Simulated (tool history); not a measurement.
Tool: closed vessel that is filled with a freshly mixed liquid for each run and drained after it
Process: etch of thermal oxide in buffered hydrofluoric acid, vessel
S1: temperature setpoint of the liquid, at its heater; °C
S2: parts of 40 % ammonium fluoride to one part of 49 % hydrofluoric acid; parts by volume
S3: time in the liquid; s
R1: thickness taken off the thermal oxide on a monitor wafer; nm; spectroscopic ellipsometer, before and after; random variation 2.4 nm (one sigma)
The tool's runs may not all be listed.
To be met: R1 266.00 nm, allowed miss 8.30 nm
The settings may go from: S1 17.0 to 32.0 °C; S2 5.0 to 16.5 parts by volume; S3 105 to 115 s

run    day    S1    S2   S3      R1
  1  0.000  24.0  10.0  105  103.10
  2  0.283  25.5   9.0  105  119.72
  3  0.354  27.0   8.0  105  150.35
  4  0.562  28.0   7.5  105  165.48
  5  0.600  25.5   7.5  105  147.58
  6  0.838  27.0   7.0  105  169.13
  7  1.138  28.0   6.5  105  194.35
  8  1.433  29.0   6.5  105  197.62
  9  1.592  29.0   6.5  105  200.87
 10  1.629  29.5   6.5  105  206.52
 11  1.738  29.5   6.5  105  207.34
 12  1.938  30.0   6.5  105  212.29
 13  2.167  30.5   6.5  105  215.17
 14  2.238  31.0   6.5  105  224.30
 15  2.542  31.5   6.0  105  246.35
 16  2.625  32.0   6.0  105  253.88
 17  2.692  32.0   6.0  105  252.41

Which of these 5 next moves meets every target?
  A  2.758  32.0  6.0  110   ?
  B  2.758  30.0  5.0  115   ?
  C  2.758  30.5  5.5  105   ?
  D  2.758  31.5  5.0  105   ?
  E  2.758  32.0  6.5  110   ?

move      R1
   A  263.93
   B  290.06
   C  250.86
   D  286.32
   E  246.31
A: meets every target
B: takes the result that was furthest off past its target
C: further off than the last run
D: takes the result that was furthest off past its target
E: further off than the last run
Answer: A

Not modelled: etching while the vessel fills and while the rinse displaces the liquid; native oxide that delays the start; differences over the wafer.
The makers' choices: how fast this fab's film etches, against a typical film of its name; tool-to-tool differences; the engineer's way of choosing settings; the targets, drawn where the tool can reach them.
